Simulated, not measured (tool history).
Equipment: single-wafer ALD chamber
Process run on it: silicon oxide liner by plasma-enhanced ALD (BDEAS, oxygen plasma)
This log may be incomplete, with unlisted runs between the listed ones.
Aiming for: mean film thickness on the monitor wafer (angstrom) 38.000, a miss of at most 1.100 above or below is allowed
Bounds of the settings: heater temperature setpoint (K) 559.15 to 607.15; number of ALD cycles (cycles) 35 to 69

run	hour	heater temperature setpoint (K)	number of ALD cycles (cycles)	mean film thickness on the monitor wafer (angstrom)
1	0.0	583.15	52	48.628
2	6.3	583.15	58	53.994
3	8.7	583.15	55	50.896
4	15.4	584.15	49	45.281
5	20.3	585.15	46	42.577
6	25.3	590.15	46	42.233
7	27.7	591.15	44	40.485
8	29.4	591.15	43	39.394

Exactly one of the 4 candidate moves below puts every result within its allowed miss. Which one?
A	31.1	593.15	39	?
B	31.1	580.15	39	?
C	31.1	589.15	44	?
D	31.1	606.15	42	?

move	mean film thickness on the monitor wafer (angstrom)
A	35.808
B	36.396
C	40.603
D	37.929
A: the result that was furthest off in the last run now lies on the other side of its target
B: the result that was furthest off in the last run now lies on the other side of its target
C: misses by more than the last run did
D: every result lands within tolerance
D meets every target.
